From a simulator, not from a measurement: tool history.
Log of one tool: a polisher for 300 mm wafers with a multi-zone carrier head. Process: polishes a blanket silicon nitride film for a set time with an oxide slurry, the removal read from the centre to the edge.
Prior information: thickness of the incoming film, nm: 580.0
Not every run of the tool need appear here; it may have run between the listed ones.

run	hour	flow of slurry (ml/min)	pressure of the head's centre zone	pressure of the head's middle zone	pressure of the head's edge zone	abrasive content of the slurry	polishing time (s)	film removed at the wafer's centre (angstrom)	film removed at mid-radius (angstrom)	film removed at the wafer's edge (angstrom)
1	0.0	165	1.00	1.00	1.00	1.00	75	593.89	616.23	618.90
2	2.2	165	1.00	1.00	1.00	1.00	82	642.07	679.57	676.89
3	7.1	165	1.00	1.00	1.00	1.00	95	746.35	784.50	761.93
4	14.6	165	1.00	1.00	1.00	1.00	82	649.69	657.85	660.87
5	16.4	155	0.95	0.97	0.97	0.85	80	563.21	600.80	605.76
# hour 23.1: edge zone pressure recalibrated
6	23.1	145	0.92	0.95	0.96	0.75	77	486.77	534.70	534.58
7	31.3	135	0.90	0.92	0.96	0.70	77	459.24	510.34	520.51
8	33.8	115	0.87	0.82	0.93	0.50	74	370.61	387.47	431.59

Predict the results of run 9:
9	40.7	125	0.87	0.83	0.94	0.50	74	?	?	?

Run 9 yielded film removed at the wafer's centre (angstrom) 382.00, film removed at mid-radius (angstrom) 398.57, film removed at the wafer's edge (angstrom) 447.77.
